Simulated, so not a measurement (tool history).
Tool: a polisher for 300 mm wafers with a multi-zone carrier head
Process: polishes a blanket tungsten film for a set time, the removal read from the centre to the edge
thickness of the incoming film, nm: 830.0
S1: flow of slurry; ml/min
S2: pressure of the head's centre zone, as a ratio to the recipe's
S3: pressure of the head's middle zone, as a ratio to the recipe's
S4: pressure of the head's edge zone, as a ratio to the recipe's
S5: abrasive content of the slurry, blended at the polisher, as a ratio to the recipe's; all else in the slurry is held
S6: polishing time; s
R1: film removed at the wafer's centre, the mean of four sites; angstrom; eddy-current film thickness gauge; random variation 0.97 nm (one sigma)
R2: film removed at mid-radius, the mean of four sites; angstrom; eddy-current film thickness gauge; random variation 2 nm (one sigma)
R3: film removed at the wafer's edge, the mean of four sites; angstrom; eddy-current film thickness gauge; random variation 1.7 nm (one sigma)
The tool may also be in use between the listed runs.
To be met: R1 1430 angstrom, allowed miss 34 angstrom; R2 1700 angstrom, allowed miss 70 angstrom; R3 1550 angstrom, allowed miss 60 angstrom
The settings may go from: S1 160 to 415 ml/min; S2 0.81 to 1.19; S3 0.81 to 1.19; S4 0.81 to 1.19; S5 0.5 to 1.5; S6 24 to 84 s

| run | hour | S1 | S2 | S3 | S4 | S5 | S6 | R1 | R2 | R3 |
|---|---|---|---|---|---|---|---|---|---|---|
| 1 | 0 | 265 | 1 | 1 | 1 | 1 | 54 | 2259.5 | 2312.6 | 2313.9 |
| 2 | 1.2 | 265 | 1 | 1 | 1 | 0.85 | 54 | 2189.6 | 2193.4 | 2313 |
| 3 | 8.4 | 270 | 0.99 | 1.03 | 0.97 | 0.8 | 50 | 1987.2 | 2034.1 | 2039.1 |
| 4 | 14.8 | 270 | 0.99 | 1.03 | 0.97 | 0.7 | 50 | 1892.9 | 1988.2 | 1983.1 |
| 5 | 23.7 | 270 | 0.99 | 1.03 | 1.04 | 0.7 | 50 | 1909.8 | 2011 | 2088.4 |
| 6 | 29.7 | 270 | 0.99 | 0.95 | 1.04 | 0.7 | 50 | 1916.5 | 1838.9 | 2094.8 |
| 7 | 36.3 | 270 | 0.97 | 0.98 | 1 | 0.65 | 49 | 1799.1 | 1858.3 | 1944.4 |
| 8 | 43.4 | 265 | 0.94 | 0.96 | 0.96 | 0.65 | 49 | 1768.9 | 1782.8 | 1916.8 |
| 9 | 47.7 | 265 | 0.92 | 0.98 | 0.93 | 0.6 | 48 | 1660.1 | 1755.4 | 1807.8 |
| 10 | 56.2 | 265 | 0.91 | 0.99 | 0.91 | 0.6 | 48 | 1629.8 | 1779.3 | 1811.9 |
| 11 | 62.7 | 265 | 0.91 | 1 | 0.89 | 0.6 | 47 | 1623.4 | 1747.6 | 1758.1 |
| 12 | 65.9 | 230 | 0.83 | 1.09 | 0.81 | 0.5 | 44 | 1316.7 | 1697.4 | 1475.6 |

4 next moves are on the table. One of them brings every result within its allowed miss. Which?
| A | 69.1 | 240 | 0.81 | 1.07 | 0.85 | 0.5 | 45 | ? | ? | ? |
| B | 69.1 | 220 | 1 | 1.05 | 0.81 | 0.5 | 43 | ? | ? | ? |
| C | 69.1 | 230 | 0.82 | 1.12 | 0.81 | 0.65 | 43 | ? | ? | ? |
| D | 69.1 | 190 | 0.88 | 1.08 | 0.84 | 0.5 | 47 | ? | ? | ? |

| move | R1 | R2 | R3 |
|---|---|---|---|
| A | 1330 | 1698.7 | 1565.9 |
| B | 1486.1 | 1579.1 | 1453.5 |
| C | 1357.9 | 1786.8 | 1551.5 |
| D | 1432.8 | 1733.4 | 1589.6 |
A: nearer than the last run, and not there yet
B: takes the result that was furthest off past its target
C: nearer than the last run, and not there yet
D: meets every target
The right move is D.
